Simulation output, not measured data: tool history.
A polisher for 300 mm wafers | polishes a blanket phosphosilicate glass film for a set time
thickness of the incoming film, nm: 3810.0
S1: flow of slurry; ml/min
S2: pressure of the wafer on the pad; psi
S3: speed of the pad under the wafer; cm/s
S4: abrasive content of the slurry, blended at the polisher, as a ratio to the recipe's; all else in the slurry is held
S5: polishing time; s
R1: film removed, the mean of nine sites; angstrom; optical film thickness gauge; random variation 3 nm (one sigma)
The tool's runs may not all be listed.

run  hour   S1   S2   S3   S4  S5      R1
  1     0  290  3.7  114    1  42  4331.8
  2   1.4  260  3.7  114    1  42  4274.6
  3   2.3  255  3.6  114    1  42  4180.3
  4   8.6  255  3.6  102    1  42  3895.7
  5   9.1  255  3.6  102  1.1  42    4039
  6  13.5  300  3.6  102  1.1  42  4052.5

Run 7 comes next. What will it give?
  7  16.2  300  3.6  102  1.1  42   ?

R1: 4066.7 angstrom
